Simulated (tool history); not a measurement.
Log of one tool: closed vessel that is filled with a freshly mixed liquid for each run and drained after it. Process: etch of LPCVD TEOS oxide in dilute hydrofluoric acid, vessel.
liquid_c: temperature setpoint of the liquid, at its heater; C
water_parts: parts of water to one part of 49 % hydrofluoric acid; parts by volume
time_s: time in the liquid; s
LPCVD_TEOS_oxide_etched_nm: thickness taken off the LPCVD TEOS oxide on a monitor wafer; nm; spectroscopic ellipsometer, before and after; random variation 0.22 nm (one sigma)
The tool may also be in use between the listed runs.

| run | day | liquid_c | water_parts | time_s | LPCVD_TEOS_oxide_etched_nm |
|---|---|---|---|---|---|
| 1 | 0.000 | 23.0 | 140 | 180 | 64.561 |
| 2 | 0.242 | 26.0 | 140 | 180 | 72.214 |
| 3 | 0.575 | 26.0 | 170 | 180 | 57.411 |
| 4 | 0.896 | 23.5 | 180 | 180 | 49.299 |
| 5 | 1.033 | 22.0 | 185 | 180 | 44.294 |
| 6 | 1.404 | 20.5 | 190 | 180 | 41.168 |

Run 7 comes next. What will it give?
| 7 | 1.458 | 19.5 | 195 | 180 | ? |

{"run 7": {"LPCVD_TEOS_oxide_etched_nm": 38.534}}
